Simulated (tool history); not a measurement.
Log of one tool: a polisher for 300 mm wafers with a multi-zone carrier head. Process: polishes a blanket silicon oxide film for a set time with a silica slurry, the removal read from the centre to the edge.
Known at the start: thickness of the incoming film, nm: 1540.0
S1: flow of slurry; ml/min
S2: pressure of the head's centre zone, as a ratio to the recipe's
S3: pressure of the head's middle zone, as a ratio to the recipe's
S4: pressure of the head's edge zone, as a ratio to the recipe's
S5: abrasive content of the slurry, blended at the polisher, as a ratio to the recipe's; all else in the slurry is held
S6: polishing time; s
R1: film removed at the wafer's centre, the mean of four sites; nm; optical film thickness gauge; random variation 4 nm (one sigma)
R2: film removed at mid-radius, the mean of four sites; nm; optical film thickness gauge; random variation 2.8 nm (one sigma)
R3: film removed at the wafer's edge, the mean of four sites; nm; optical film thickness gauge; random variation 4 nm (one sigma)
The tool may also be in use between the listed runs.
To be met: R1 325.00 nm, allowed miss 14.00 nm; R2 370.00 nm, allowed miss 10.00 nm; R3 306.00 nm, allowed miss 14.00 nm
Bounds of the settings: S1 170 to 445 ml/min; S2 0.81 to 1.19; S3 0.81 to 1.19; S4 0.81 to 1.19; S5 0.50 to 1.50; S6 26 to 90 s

run 1 hour=0.0 | S1=285 S2=1.00 S3=1.00 S4=1.00 S5=1.00 S6=58 | R1=247.54 R2=246.54 R3=235.29
run 2 hour=9.0 | S1=285 S2=1.09 S3=1.00 S4=1.00 S5=1.00 S6=58 | R1=264.25 R2=241.09 R3=241.83
run 3 hour=17.7 | S1=285 S2=1.09 S3=1.00 S4=1.00 S5=1.00 S6=70 | R1=327.09 R2=295.05 R3=293.78
run 4 hour=18.2 | S1=285 S2=1.09 S3=1.00 S4=0.96 S5=1.00 S6=70 | R1=315.98 R2=295.56 R3=287.76
run 5 hour=20.0 | S1=285 S2=1.09 S3=1.07 S4=0.96 S5=1.00 S6=70 | R1=321.71 R2=310.65 R3=285.89
run 6 hour=28.8 | S1=335 S2=1.09 S3=1.07 S4=0.96 S5=1.00 S6=70 | R1=325.26 R2=314.06 R3=283.76
run 7 hour=32.9 | S1=330 S2=1.06 S3=1.09 S4=0.97 S5=1.05 S6=70 | R1=322.85 R2=325.78 R3=289.54
run 8 hour=36.7 | S1=325 S2=1.04 S3=1.11 S4=0.98 S5=1.10 S6=70 | R1=322.29 R2=332.07 R3=306.52
run 9 hour=41.8 | S1=325 S2=1.04 S3=1.11 S4=0.98 S5=1.10 S6=70 | R1=320.20 R2=337.22 R3=295.38
run 10 hour=45.2 | S1=325 S2=1.04 S3=1.13 S4=0.98 S5=1.10 S6=70 | R1=321.92 R2=343.44 R3=302.02
run 11 hour=49.3 | S1=330 S2=1.04 S3=1.14 S4=0.97 S5=1.10 S6=70 | R1=324.85 R2=340.18 R3=303.34
run 12 hour=53.3 | S1=345 S2=1.03 S3=1.15 S4=0.96 S5=1.10 S6=70 | R1=323.41 R2=346.60 R3=303.55
run 13 hour=59.9 | S1=355 S2=1.02 S3=1.16 S4=0.94 S5=1.10 S6=70 | R1=325.97 R2=357.00 R3=301.94

4 next moves are on the table. One of them brings every result within its allowed miss. Which?
run A hour=66.5 | S1=395 S2=1.04 S3=1.13 S4=0.96 S5=1.05 S6=71 | R1=? R2=? R3=?
run B hour=66.5 | S1=320 S2=1.01 S3=1.05 S4=0.90 S5=1.20 S6=72 | R1=? R2=? R3=?
run C hour=66.5 | S1=300 S2=1.04 S3=1.17 S4=0.91 S5=1.25 S6=66 | R1=? R2=? R3=?
run D hour=66.5 | S1=330 S2=1.01 S3=1.19 S4=0.94 S5=0.85 S6=81 | R1=? R2=? R3=?

move=A R1=323.74 R2=342.42 R3=302.94
move=B R1=331.32 R2=339.80 R3=312.89
move=C R1=316.24 R2=345.38 R3=291.21
move=D R1=318.37 R2=363.07 R3=305.12
A: further off than the last run
B: further off than the last run
C: further off than the last run
D: meets every target
Move D is the one to make.
